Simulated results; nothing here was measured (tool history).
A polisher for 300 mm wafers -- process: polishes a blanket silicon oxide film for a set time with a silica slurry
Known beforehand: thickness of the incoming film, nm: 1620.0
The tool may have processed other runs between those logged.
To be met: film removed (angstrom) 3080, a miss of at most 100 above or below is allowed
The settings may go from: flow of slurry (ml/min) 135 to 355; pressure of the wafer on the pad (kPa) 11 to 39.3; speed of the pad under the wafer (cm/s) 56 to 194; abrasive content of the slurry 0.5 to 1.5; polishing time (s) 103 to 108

| run | hour | flow of slurry (ml/min) | pressure of the wafer on the pad (kPa) | speed of the pad under the wafer (cm/s) | abrasive content of the slurry | polishing time (s) | film removed (angstrom) |
|---|---|---|---|---|---|---|---|
| 1 | 0 | 225 | 24.8 | 124 | 1 | 103 | 3735.2 |
| 2 | 5.7 | 225 | 23.4 | 124 | 1 | 103 | 3552.5 |
| 3 | 12.1 | 225 | 23.4 | 124 | 1.1 | 103 | 3802.3 |
| 4 | 14 | 225 | 23.4 | 124 | 0.95 | 103 | 3437.7 |
| 5 | 21.9 | 200 | 23.4 | 124 | 0.95 | 103 | 3340.7 |
| 6 | 26.8 | 190 | 23.4 | 124 | 0.95 | 103 | 3324.8 |
| 7 | 35.3 | 185 | 22.8 | 124 | 0.95 | 103 | 3281.8 |
| 8 | 36.9 | 185 | 22.8 | 124 | 0.95 | 103 | 3263.2 |

Consider the 5 candidate settings below. Which is the only one whose results all fall within their allowed miss of target?
| A | 38.5 | 175 | 22.8 | 146 | 0.9 | 103 | ? |
| B | 38.5 | 185 | 20.7 | 156 | 0.85 | 107 | ? |
| C | 38.5 | 135 | 25.5 | 132 | 0.85 | 103 | ? |
| D | 38.5 | 175 | 24.1 | 106 | 0.95 | 104 | ? |
| E | 38.5 | 175 | 22.8 | 92 | 1.15 | 103 | ? |

| move | film removed (angstrom) |
|---|---|
| A | 3512.7 |
| B | 3363.9 |
| C | 3382.3 |
| D | 3027.8 |
| E | 2861.2 |
A: its largest miss is bigger than the last run's
B: its largest miss is bigger than the last run's
C: its largest miss is bigger than the last run's
D: all results land within tolerance of their targets
E: carries the result that was furthest off beyond its target, to the other side
Go with D: it meets all targets.
